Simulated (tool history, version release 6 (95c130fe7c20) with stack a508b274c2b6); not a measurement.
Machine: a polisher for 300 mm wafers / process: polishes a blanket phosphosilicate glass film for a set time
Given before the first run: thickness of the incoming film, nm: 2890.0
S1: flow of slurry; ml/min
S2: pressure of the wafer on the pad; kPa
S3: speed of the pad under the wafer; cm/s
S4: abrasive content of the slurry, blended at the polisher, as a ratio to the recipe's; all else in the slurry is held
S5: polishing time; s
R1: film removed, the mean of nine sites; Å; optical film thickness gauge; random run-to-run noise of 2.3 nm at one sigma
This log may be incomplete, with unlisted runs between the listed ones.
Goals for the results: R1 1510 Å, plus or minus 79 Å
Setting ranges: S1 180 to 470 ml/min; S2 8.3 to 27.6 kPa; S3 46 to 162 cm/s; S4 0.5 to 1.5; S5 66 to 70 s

run	hour	S1	S2	S3	S4	S5	R1
1	0	300	17.9	104	1	66	4327.1
2	2.2	300	17.9	104	1	66	4357.2
3	5.1	300	17.2	98	1	66	3954.5
4	9.5	265	17.2	98	1	66	3942.6
5	14.4	265	16.5	92	1	66	3736
6	17.7	265	15.9	88	0.95	66	3286.3
7	19.8	265	15.2	84	0.95	66	3072.9
8	22.1	265	14.5	80	0.95	66	2732.4
9	29.5	265	13.8	78	0.95	66	2630.5
10	30.9	265	13.1	76	0.95	66	2495
11	38.8	265	12.4	74	0.95	66	2289.7
12	40.1	265	11.7	72	0.95	66	2137.4
13	43.6	265	11	70	0.95	66	1966.6
14	44.9	265	9.7	66	0.95	66	1657.9

Which of these 4 next moves meets every target?
A	46.2	225	9.7	80	0.9	70	?
B	46.2	295	10.3	64	1	66	?
C	46.2	250	8.3	68	1	66	?
D	46.2	265	11.7	82	0.75	68	?

move	R1
A	1905.6
B	1782.8
C	1492.5
D	1958.8
A: its largest miss is bigger than the last run's
B: its largest miss is bigger than the last run's
C: all results land within tolerance of their targets
D: its largest miss is bigger than the last run's
C meets every target.
